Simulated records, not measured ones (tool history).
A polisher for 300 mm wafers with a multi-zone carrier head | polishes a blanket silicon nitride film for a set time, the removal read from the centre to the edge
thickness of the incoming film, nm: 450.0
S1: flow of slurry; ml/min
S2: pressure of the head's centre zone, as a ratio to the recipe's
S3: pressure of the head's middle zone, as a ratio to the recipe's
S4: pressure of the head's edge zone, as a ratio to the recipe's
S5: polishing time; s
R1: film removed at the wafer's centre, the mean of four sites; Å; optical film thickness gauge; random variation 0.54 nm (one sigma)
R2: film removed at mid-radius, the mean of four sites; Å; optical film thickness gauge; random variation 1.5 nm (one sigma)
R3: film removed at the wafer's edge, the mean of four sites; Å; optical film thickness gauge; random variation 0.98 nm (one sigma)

{"run": 1, "hour": 0.0, "S1": 150, "S2": 1, "S3": 1, "S4": 1, "S5": 43, "R1": 815.02, "R2": 859.75, "R3": 915.57}
{"run": 2, "hour": 8.2, "S1": 150, "S2": 1, "S3": 1, "S4": 0.92, "S5": 43, "R1": 807.14, "R2": 873.03, "R3": 886.01}
{"run": 3, "hour": 13.1, "S1": 150, "S2": 1, "S3": 1.08, "S4": 0.92, "S5": 43, "R1": 812.35, "R2": 922.77, "R3": 878.37}
{"run": 4, "hour": 15.7, "S1": 150, "S2": 1, "S3": 1.13, "S4": 0.92, "S5": 43, "R1": 819.12, "R2": 960.58, "R3": 881.32}
{"run": 5, "hour": 24.3, "S1": 150, "S2": 0.95, "S3": 1.13, "S4": 0.92, "S5": 43, "R1": 784.52, "R2": 976.17, "R3": 874.03}
{"run": 6, "hour": 27.3, "S1": 150, "S2": 0.95, "S3": 1.13, "S4": 0.92, "S5": 53, "R1": 952.73, "R2": 1153.9, "R3": 1085.8}

The next listed run, before its measurement:
{"run": 7, "hour": 31.1, "S1": 140, "S2": 0.94, "S3": 1.1, "S4": 0.98, "S5": 53, "R1": "?", "R2": "?", "R3": "?"}

Run 7 gave R1 923.59 Å, R2 1112.9 Å, R3 1102.4 Å.

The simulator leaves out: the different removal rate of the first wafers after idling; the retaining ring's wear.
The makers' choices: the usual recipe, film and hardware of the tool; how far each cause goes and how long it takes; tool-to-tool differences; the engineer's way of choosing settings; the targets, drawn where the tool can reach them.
